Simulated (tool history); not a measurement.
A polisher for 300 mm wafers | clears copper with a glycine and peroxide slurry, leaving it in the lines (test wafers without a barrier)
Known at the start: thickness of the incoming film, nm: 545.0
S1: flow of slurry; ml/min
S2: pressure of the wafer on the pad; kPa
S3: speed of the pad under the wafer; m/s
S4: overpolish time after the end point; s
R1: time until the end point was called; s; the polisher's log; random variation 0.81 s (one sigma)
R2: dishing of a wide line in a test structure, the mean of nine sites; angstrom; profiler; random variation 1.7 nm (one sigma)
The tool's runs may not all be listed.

run  hour   S1    S2    S3  S4      R1      R2
  1     0  145  17.9  1.04  24   116.1  771.96
  2   6.2  145  17.9  1.04  30  115.36  933.59
  3  14.5  145  14.5  1.04  30  136.45  798.99
  4  20.8  170  14.5  1.04  30  133.48  814.64
  5  21.8  170  17.2  1.06  28  116.73  872.15
  6  28.3  170  17.2  0.88  28  128.19  803.82
  7    37  175    20   0.9  26  114.12  847.25
  8  41.6  175  22.1  0.92  25  102.22  876.17

The next listed run, before its measurement:
  9  44.7  175  23.4  0.92  25   ?   ?

Run 9 gave R1 98.603 s, R2 934.54 angstrom.
